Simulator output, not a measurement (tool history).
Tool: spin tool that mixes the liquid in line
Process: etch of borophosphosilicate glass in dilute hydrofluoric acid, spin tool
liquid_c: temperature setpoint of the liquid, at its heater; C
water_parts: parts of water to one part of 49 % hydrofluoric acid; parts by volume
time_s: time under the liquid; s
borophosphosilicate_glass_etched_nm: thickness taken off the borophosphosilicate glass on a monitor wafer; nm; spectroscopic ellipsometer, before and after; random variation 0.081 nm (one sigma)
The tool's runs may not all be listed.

run  hour  liquid_c  water_parts  time_s  borophosphosilicate_glass_etched_nm
  1   0.0      23.0          280     285                               22.131
  2   5.2      22.5          280     285                               21.762
  3   9.6      25.0          280     285                               23.738
  4  11.1      25.0          280     285                               23.698
  5  13.7      27.5          280     285                               25.893
  6  14.4      27.5          280     310                               28.160
  7  16.4      27.5          280     310                               28.034

The next listed run, before its measurement:
  8  21.3      26.5          280     310                                    ?

{"run 8": {"borophosphosilicate_glass_etched_nm": 27.146}}
